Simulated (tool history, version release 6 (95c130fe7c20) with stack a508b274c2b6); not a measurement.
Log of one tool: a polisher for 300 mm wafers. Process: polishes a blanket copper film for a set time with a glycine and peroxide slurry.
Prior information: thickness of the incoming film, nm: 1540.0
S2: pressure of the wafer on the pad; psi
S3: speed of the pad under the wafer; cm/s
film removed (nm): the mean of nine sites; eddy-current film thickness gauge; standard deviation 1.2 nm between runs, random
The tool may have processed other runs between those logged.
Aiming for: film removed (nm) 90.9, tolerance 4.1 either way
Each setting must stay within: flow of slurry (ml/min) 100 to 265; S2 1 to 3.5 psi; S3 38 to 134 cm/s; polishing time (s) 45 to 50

{"run": 1, "day": 0.0, "flow of slurry (ml/min)": 170, "S2": 2.2, "S3": 86, "polishing time (s)": 50, "film removed (nm)": 174.39}
{"run": 2, "day": 0.079, "flow of slurry (ml/min)": 170, "S2": 2, "S3": 82, "polishing time (s)": 50, "film removed (nm)": 158.48}
{"run": 3, "day": 0.304, "flow of slurry (ml/min)": 170, "S2": 1.9, "S3": 78, "polishing time (s)": 50, "film removed (nm)": 148.5}
{"run": 4, "day": 0.417, "flow of slurry (ml/min)": 205, "S2": 1.9, "S3": 78, "polishing time (s)": 50, "film removed (nm)": 153.14}
{"run": 5, "day": 0.542, "flow of slurry (ml/min)": 205, "S2": 1.8, "S3": 74, "polishing time (s)": 50, "film removed (nm)": 143.72}
{"run": 6, "day": 0.562, "flow of slurry (ml/min)": 205, "S2": 2.2, "S3": 74, "polishing time (s)": 50, "film removed (nm)": 166.41}
{"run": 7, "day": 0.738, "flow of slurry (ml/min)": 205, "S2": 2, "S3": 72, "polishing time (s)": 50, "film removed (nm)": 154.37}
{"run": 8, "day": 0.929, "flow of slurry (ml/min)": 205, "S2": 1.9, "S3": 70, "polishing time (s)": 50, "film removed (nm)": 144.64}
{"run": 9, "day": 1.242, "flow of slurry (ml/min)": 205, "S2": 1.8, "S3": 68, "polishing time (s)": 50, "film removed (nm)": 133.79}
{"run": 10, "day": 1.317, "flow of slurry (ml/min)": 200, "S2": 1.7, "S3": 68, "polishing time (s)": 50, "film removed (nm)": 132.72}
{"run": 11, "day": 1.529, "flow of slurry (ml/min)": 200, "S2": 1.1, "S3": 44, "polishing time (s)": 48, "film removed (nm)": 78.837}

Which single option among these 4 for the next run brings every result within its allowed miss of target? Just one does.
{"run": "A", "day": 1.742, "flow of slurry (ml/min)": 160, "S2": 1.1, "S3": 62, "polishing time (s)": 50, "film removed (nm)": "?"}
{"run": "B", "day": 1.742, "flow of slurry (ml/min)": 205, "S2": 1.1, "S3": 46, "polishing time (s)": 48, "film removed (nm)": "?"}
{"run": "C", "day": 1.742, "flow of slurry (ml/min)": 235, "S2": 1.4, "S3": 46, "polishing time (s)": 50, "film removed (nm)": "?"}
{"run": "D", "day": 1.742, "flow of slurry (ml/min)": 225, "S2": 1, "S3": 60, "polishing time (s)": 45, "film removed (nm)": "?"}

move=A film_removed_(nm)=92.236
move=B film_removed_(nm)=81.73
move=C film_removed_(nm)=98.278
move=D film_removed_(nm)=81.909
A: all results in spec
B: an improvement on the last run, though not all results are within tolerance
C: takes the biggest miss from the last run beyond its target
D: an improvement on the last run, though not all results are within tolerance
Move A is the one to make.

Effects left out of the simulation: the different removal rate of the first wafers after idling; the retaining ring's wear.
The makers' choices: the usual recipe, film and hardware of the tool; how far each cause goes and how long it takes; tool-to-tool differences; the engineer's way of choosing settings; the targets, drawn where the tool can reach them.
